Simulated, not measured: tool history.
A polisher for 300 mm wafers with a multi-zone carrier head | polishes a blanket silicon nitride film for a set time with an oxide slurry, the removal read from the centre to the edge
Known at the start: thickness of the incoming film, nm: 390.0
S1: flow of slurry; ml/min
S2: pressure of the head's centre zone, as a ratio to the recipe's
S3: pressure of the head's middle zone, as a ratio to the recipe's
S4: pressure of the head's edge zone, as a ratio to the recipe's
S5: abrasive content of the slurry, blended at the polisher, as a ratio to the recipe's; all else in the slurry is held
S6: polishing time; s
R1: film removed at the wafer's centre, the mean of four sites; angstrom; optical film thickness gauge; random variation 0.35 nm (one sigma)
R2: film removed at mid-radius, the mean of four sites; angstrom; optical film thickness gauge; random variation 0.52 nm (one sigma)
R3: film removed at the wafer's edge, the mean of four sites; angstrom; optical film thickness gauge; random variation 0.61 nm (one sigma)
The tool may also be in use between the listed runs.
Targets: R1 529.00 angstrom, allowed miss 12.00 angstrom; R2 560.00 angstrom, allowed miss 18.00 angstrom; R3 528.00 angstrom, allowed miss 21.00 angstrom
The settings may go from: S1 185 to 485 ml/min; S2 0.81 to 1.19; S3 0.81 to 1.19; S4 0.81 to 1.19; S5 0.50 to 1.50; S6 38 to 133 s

run,day,S1,S2,S3,S4,S5,S6,R1,R2,R3
1,0.000,310,1.00,1.00,1.00,1.00,85,485.43,478.48,470.86
2,0.179,310,1.00,1.00,1.00,0.85,85,449.13,441.46,436.55
3,0.375,310,1.00,1.00,1.00,1.00,85,479.11,476.31,485.89
4,0.458,315,1.01,1.01,1.01,1.00,85,492.27,478.38,493.46
5,0.796,325,1.01,1.03,1.00,1.00,85,487.57,488.80,470.56
6,0.975,325,1.01,1.04,1.01,1.00,85,487.94,498.04,483.21
7,1.212,330,1.02,1.05,1.02,1.00,85,492.06,502.88,488.68
8,1.267,335,1.03,1.06,1.03,1.00,85,496.25,506.92,491.22
9,1.567,335,1.03,1.06,1.03,1.00,85,498.24,501.68,486.08
10,1.825,335,1.03,1.07,1.04,1.00,85,500.51,504.81,493.35

4 next moves are on the table. One of them brings every result within its allowed miss. Which?
A,2.083,405,0.95,1.04,0.92,1.15,89,?,?,?
B,2.083,380,1.03,1.15,0.95,1.00,85,?,?,?
C,2.083,325,1.15,1.10,0.93,0.95,87,?,?,?
D,2.083,330,0.92,1.16,0.99,1.10,91,?,?,?

move,R1,R2,R3
A,533.61,553.76,522.15
B,512.44,540.91,475.06
C,555.29,513.95,466.24
D,512.47,600.41,534.90
A: meets every target
B: nearer than the last run, and not there yet
C: as far off as the last run
D: takes the result that was furthest off past its target
The right move is A.
